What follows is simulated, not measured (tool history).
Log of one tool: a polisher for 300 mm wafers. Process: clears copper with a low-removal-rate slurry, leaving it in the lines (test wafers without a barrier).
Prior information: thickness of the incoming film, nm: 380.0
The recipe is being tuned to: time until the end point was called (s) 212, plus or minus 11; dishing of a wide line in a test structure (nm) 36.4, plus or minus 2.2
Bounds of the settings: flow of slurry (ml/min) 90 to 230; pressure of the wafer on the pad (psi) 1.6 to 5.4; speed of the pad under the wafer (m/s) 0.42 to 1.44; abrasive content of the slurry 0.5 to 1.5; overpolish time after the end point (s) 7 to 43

run,hour,flow of slurry (ml/min),pressure of the wafer on the pad (psi),speed of the pad under the wafer (m/s),abrasive content of the slurry,overpolish time after the end point (s),time until the end point was called (s),dishing of a wide line in a test structure (nm)
1,0,150,3.5,0.92,1,22,145.17,39.755
2,3.8,150,3.3,0.92,1,23,147.36,39.629
3,5.3,150,3.3,0.92,1.15,23,141.63,41.549
4,6.5,150,3.3,0.92,1.1,23,146.78,41.149
5,10.3,150,3.3,1.1,1.1,23,119.21,46.216
6,10.9,150,3.3,1.1,1.1,32,119.68,60.748
7,16.3,150,3.1,1.08,1.1,32,130.11,58.103
8,24.6,150,2.9,1.08,1.1,32,134,55.197
9,30.9,150,2.7,1.06,1.1,32,142.48,51.224
10,36,150,2.6,1.04,1.1,32,148.63,49.696
11,36.9,150,2.5,1.02,1.1,32,157.22,49.992

Of the 4 settings listed for the next run, only one would bring every result within its allowed miss of target. Which one?
A,37.8,135,1.9,0.9,1.1,35,?,?
B,37.8,140,2,0.86,1.15,31,?,?
C,37.8,170,2,0.88,1,34,?,?
D,37.8,180,2.5,0.86,1.05,30,?,?

move,time until the end point was called (s),dishing of a wide line in a test structure (nm)
A,218.72,40.37
B,218.03,36.718
C,215.13,40.05
D,187.66,40.798
A: closer than the last run, but not yet in spec
B: hits every target within its allowed miss
C: closer than the last run, but not yet in spec
D: closer than the last run, but not yet in spec
Go with B: it meets all targets.
